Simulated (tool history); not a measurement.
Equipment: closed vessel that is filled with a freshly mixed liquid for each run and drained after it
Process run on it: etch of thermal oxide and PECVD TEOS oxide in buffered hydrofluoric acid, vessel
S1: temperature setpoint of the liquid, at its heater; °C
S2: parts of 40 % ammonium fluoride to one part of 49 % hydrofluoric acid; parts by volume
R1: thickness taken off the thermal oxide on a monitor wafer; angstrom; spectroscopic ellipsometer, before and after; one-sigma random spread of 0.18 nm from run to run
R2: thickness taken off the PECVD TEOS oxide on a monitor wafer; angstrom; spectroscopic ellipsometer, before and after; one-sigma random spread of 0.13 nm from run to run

run 1 hour=0 | S1=20 S2=10 time_in_the_liquid_(s)=60 | R1=564.82 R2=883.67
run 2 hour=7.3 | S1=23 S2=10 time_in_the_liquid_(s)=60 | R1=670.87 R2=1045.7
run 3 hour=9.9 | S1=21 S2=12.5 time_in_the_liquid_(s)=60 | R1=479.11 R2=755.08
run 4 hour=12.4 | S1=19.5 S2=14 time_in_the_liquid_(s)=60 | R1=396.16 R2=624.31
run 5 hour=14.5 | S1=18.5 S2=15 time_in_the_liquid_(s)=60 | R1=348.09 R2=546.78
run 6 hour=20.9 | S1=18 S2=15.5 time_in_the_liquid_(s)=60 | R1=333.81 R2=517.17
run 7 hour=28.7 | S1=18 S2=16 time_in_the_liquid_(s)=55 | R1=288.6 R2=459.9
run 8 hour=31.2 | S1=17.5 S2=16 time_in_the_liquid_(s)=55 | R1=281.19 R2=445.19
run 9 hour=40 | S1=17 S2=16.5 time_in_the_liquid_(s)=55 | R1=266.07 R2=419.31

Run 10 comes next. What will it give?
run 10 hour=43.2 | S1=17 S2=16.5 time_in_the_liquid_(s)=50 | R1=? R2=?

Run 10 yielded R1 244.99 angstrom, R2 379.46 angstrom.

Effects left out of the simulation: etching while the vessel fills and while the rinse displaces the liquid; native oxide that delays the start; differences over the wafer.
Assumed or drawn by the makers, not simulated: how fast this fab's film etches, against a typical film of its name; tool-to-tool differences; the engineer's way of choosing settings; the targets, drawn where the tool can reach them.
